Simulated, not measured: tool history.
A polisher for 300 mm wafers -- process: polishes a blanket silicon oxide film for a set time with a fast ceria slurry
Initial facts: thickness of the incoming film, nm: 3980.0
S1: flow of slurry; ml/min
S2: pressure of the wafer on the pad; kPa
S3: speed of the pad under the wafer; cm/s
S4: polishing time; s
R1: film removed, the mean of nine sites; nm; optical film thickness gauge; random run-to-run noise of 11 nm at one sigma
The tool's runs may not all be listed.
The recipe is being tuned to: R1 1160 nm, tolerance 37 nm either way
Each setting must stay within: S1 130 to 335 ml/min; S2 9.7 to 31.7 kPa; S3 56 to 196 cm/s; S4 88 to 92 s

Run 1, hour 0: S1 215 ml/min, S2 20.7 kPa, S3 126 cm/s, S4 88 s. Result: R1 1693.6 nm.
Run 2, hour 7.9: S1 215 ml/min, S2 19.3 kPa, S3 126 cm/s, S4 88 s. Result: R1 1608.8 nm.
Run 3, hour 10: S1 215 ml/min, S2 17.9 kPa, S3 126 cm/s, S4 88 s. Result: R1 1504.9 nm.
Run 4, hour 12.4: S1 215 ml/min, S2 16.5 kPa, S3 126 cm/s, S4 88 s. Result: R1 1407.6 nm.
Run 5, hour 15.1: S1 215 ml/min, S2 15.9 kPa, S3 126 cm/s, S4 88 s. Result: R1 1334.8 nm.
Run 6, hour 18.7: S1 215 ml/min, S2 15.2 kPa, S3 126 cm/s, S4 88 s. Result: R1 1295.5 nm.
Run 7, hour 23.3: S1 215 ml/min, S2 15.2 kPa, S3 126 cm/s, S4 88 s. Result: R1 1296.7 nm.
Run 8, hour 25.9: S1 215 ml/min, S2 14.5 kPa, S3 126 cm/s, S4 88 s. Result: R1 1241.7 nm.

5 next moves are on the table. One of them brings every result within its allowed miss. Which?
Run A, hour 28.5: S1 225 ml/min, S2 14.5 kPa, S3 102 cm/s, S4 92 s. Result: R1 ?.
Run B, hour 28.5: S1 250 ml/min, S2 12.4 kPa, S3 138 cm/s, S4 88 s. Result: R1 ?.
Run C, hour 28.5: S1 235 ml/min, S2 13.1 kPa, S3 122 cm/s, S4 92 s. Result: R1 ?.
Run D, hour 28.5: S1 140 ml/min, S2 15.2 kPa, S3 128 cm/s, S4 88 s. Result: R1 ?.
Run E, hour 28.5: S1 255 ml/min, S2 10.3 kPa, S3 138 cm/s, S4 88 s. Result: R1 ?.

move      R1
   A  1078.7
   B  1227.7
   C  1183.7
   D  1247.6
   E  1058.7
A: takes the biggest miss from the last run beyond its target
B: gains on the last run, yet a result remains outside its allowed miss
C: every result lands within tolerance
D: the biggest miss grows against the last run
E: takes the biggest miss from the last run beyond its target
Go with C: it meets all targets.

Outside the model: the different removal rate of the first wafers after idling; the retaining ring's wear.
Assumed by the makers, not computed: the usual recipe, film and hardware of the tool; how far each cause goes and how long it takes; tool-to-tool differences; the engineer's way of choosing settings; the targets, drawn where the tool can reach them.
